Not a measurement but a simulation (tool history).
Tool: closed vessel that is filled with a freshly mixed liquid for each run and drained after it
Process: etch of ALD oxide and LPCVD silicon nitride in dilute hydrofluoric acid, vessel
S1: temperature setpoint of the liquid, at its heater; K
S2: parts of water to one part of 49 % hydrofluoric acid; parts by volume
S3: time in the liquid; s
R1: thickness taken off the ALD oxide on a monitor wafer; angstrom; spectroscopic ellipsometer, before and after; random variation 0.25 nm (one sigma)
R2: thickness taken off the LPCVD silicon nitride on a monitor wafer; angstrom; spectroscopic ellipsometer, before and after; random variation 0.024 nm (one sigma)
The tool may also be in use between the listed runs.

run,hour,S1,S2,S3,R1,R2
1,0,298.15,75,85,388.86,6.182
2,6.1,296.65,75,85,367.88,6.0196
3,13.4,295.15,75,85,345.52,4.9028
4,19.3,295.15,80,85,321.62,5.01
5,21.6,294.15,80,85,306.71,4.7032
6,23.4,294.15,80,60,217.82,3.0721
7,29.7,295.15,80,60,227.12,3.7037
8,37.6,295.15,75,60,244.57,3.5879
9,44,296.65,70,60,283.89,4.5872

Run 10 comes next. What will it give?
10,52.2,296.15,70,60,?,?

R1: 273.53 angstrom
R2: 4.5241 angstrom

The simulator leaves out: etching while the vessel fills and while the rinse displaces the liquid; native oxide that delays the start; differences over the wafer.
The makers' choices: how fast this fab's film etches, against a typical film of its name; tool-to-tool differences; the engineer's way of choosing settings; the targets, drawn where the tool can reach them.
